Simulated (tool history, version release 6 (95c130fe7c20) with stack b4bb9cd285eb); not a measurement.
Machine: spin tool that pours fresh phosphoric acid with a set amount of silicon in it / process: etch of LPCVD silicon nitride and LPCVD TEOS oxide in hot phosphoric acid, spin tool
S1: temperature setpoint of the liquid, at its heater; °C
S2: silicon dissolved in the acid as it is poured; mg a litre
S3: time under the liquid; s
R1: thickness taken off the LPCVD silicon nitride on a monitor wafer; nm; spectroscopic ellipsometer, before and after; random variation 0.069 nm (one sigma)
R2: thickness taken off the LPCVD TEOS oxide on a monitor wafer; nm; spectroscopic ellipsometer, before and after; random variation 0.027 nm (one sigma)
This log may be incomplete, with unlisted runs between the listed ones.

run 1 hour=0 | S1=164 S2=9.5 S3=100 | R1=9.7915 R2=0.37623
run 2 hour=8.7 | S1=163 S2=9.5 S3=100 | R1=9.5399 R2=0.34443
run 3 hour=9.8 | S1=163 S2=9.5 S3=70 | R1=6.6451 R2=0.24285
run 4 hour=15.6 | S1=163.5 S2=11 S3=75 | R1=7.2679 R2=0.235
run 5 hour=19.4 | S1=162.5 S2=11 S3=75 | R1=7.0278 R2=0.22153
run 6 hour=22.4 | S1=163 S2=12 S3=80 | R1=7.6656 R2=0.25364
run 7 hour=28.7 | S1=163.5 S2=13 S3=85 | R1=8.2567 R2=0.30767
-- hour=33.3 dissolved silicon flow meter replaced
run 8 hour=33.3 | S1=163.5 S2=14 S3=90 | R1=8.6676 R2=0.28127
run 9 hour=40.8 | S1=163.5 S2=15 S3=95 | R1=9.2147 R2=0.27298
run 10 hour=47.8 | S1=164 S2=15.5 S3=95 | R1=9.242 R2=0.28894
run 11 hour=50.2 | S1=164 S2=16 S3=100 | R1=9.8004 R2=0.30601
run 12 hour=56.5 | S1=164 S2=16.5 S3=100 | R1=9.8484 R2=0.326

Run 13 comes next. What will it give?
run 13 hour=63 | S1=164 S2=17 S3=105 | R1=? R2=?

Run 13 measured R1 10.323 nm, R2 0.27886 nm.
